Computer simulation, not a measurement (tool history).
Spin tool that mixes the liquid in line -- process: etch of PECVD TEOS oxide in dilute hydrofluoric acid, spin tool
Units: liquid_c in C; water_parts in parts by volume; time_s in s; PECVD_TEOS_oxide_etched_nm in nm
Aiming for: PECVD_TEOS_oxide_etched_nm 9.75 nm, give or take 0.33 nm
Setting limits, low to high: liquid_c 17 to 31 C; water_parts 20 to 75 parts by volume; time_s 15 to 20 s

Run 1, day 0: liquid_c 23 C, water_parts 45 parts by volume, time_s 20 s. Result: PECVD_TEOS_oxide_etched_nm 11.91 nm.
Run 2, day 0.096: liquid_c 21.5 C, water_parts 45 parts by volume, time_s 20 s. Result: PECVD_TEOS_oxide_etched_nm 11.299 nm.
Run 3, day 0.446: liquid_c 21.5 C, water_parts 45 parts by volume, time_s 15 s. Result: PECVD_TEOS_oxide_etched_nm 8.3752 nm.
Run 4, day 0.654: liquid_c 18 C, water_parts 45 parts by volume, time_s 15 s. Result: PECVD_TEOS_oxide_etched_nm 7.1401 nm.
Run 5, day 0.888: liquid_c 18 C, water_parts 55 parts by volume, time_s 15 s. Result: PECVD_TEOS_oxide_etched_nm 5.8725 nm.
Run 6, day 0.975: liquid_c 20.5 C, water_parts 55 parts by volume, time_s 15 s. Result: PECVD_TEOS_oxide_etched_nm 6.5993 nm.
Run 7, day 1.283: liquid_c 22.5 C, water_parts 55 parts by volume, time_s 15 s. Result: PECVD_TEOS_oxide_etched_nm 7.0661 nm.
Run 8, day 1.471: liquid_c 22.5 C, water_parts 55 parts by volume, time_s 15 s. Result: PECVD_TEOS_oxide_etched_nm 7.185 nm.
Run 9, day 1.688: liquid_c 24 C, water_parts 55 parts by volume, time_s 15 s. Result: PECVD_TEOS_oxide_etched_nm 7.4233 nm.
Run 10, day 1.738: liquid_c 26 C, water_parts 55 parts by volume, time_s 15 s. Result: PECVD_TEOS_oxide_etched_nm 8.301 nm.
Run 11, day 1.95: liquid_c 26 C, water_parts 55 parts by volume, time_s 15 s. Result: PECVD_TEOS_oxide_etched_nm 8.2556 nm.
Run 12, day 2.192: liquid_c 27 C, water_parts 55 parts by volume, time_s 15 s. Result: PECVD_TEOS_oxide_etched_nm 8.611 nm.
Run 13, day 2.412: liquid_c 28 C, water_parts 55 parts by volume, time_s 15 s. Result: PECVD_TEOS_oxide_etched_nm 8.8587 nm.
Run 14, day 2.6: liquid_c 28.5 C, water_parts 55 parts by volume, time_s 15 s. Result: PECVD_TEOS_oxide_etched_nm 8.9006 nm.
Run 15, day 2.858: liquid_c 29 C, water_parts 55 parts by volume, time_s 15 s. Result: PECVD_TEOS_oxide_etched_nm 9.259 nm.

Exercise: of the 5 proposed moves below, exactly one satisfies all targets within the stated allowed misses. Which move is it?
Run A, day 3.117: liquid_c 26 C, water_parts 50 parts by volume, time_s 15 s. Result: PECVD_TEOS_oxide_etched_nm ?.
Run B, day 3.117: liquid_c 28.5 C, water_parts 55 parts by volume, time_s 15 s. Result: PECVD_TEOS_oxide_etched_nm ?.
Run C, day 3.117: liquid_c 28 C, water_parts 55 parts by volume, time_s 15 s. Result: PECVD_TEOS_oxide_etched_nm ?.
Run D, day 3.117: liquid_c 30.5 C, water_parts 60 parts by volume, time_s 15 s. Result: PECVD_TEOS_oxide_etched_nm ?.
Run E, day 3.117: liquid_c 30.5 C, water_parts 55 parts by volume, time_s 15 s. Result: PECVD_TEOS_oxide_etched_nm ?.

move  PECVD_TEOS_oxide_etched_nm
   A                      9.1842
   B                       9.162
   C                      8.9823
   D                      9.0141
   E                      9.9094
A: its largest miss is bigger than the last run's
B: its largest miss is bigger than the last run's
C: its largest miss is bigger than the last run's
D: its largest miss is bigger than the last run's
E: every result within its allowed miss
So the answer is move E, the one that meets all the targets.

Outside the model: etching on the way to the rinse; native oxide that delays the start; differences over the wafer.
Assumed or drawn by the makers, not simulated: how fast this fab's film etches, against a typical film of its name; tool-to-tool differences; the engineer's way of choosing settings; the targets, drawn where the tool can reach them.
